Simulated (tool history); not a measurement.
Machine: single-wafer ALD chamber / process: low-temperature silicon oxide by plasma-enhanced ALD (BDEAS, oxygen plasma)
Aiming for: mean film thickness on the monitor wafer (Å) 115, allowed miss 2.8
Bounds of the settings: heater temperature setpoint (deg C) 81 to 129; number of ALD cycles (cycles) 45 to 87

run	day	heater temperature setpoint (deg C)	number of ALD cycles (cycles)	mean film thickness on the monitor wafer (Å)
1	0	105	66	96.027
2	0.15	114	66	95.577
3	0.292	114	59	84.514
4	0.488	114	63	90.463
5	0.542	114	66	95.376
6	0.579	122	66	93.293
7	0.846	121	69	98.009
8	1.154	120	71	101.23
9	1.508	119	73	104.22
10	1.721	119	74	105.39
11	1.858	119	75	106.8
12	2.2	119	76	108.96
13	2.246	119	77	109.12
14	2.362	119	78	110.3

Pick the move, out of 5, that brings all results within their allowed miss; only one does.
A	2.479	110	74	?
B	2.479	113	80	?
C	2.479	111	70	?
D	2.479	126	75	?
E	2.479	129	73	?

move	mean film thickness on the monitor wafer (Å)
A	107.39
B	115.53
C	101.42
D	106.02
E	102.68
A: moves away from the targets compared with the last run
B: meets every target
C: moves away from the targets compared with the last run
D: moves away from the targets compared with the last run
E: moves away from the targets compared with the last run
B meets every target.

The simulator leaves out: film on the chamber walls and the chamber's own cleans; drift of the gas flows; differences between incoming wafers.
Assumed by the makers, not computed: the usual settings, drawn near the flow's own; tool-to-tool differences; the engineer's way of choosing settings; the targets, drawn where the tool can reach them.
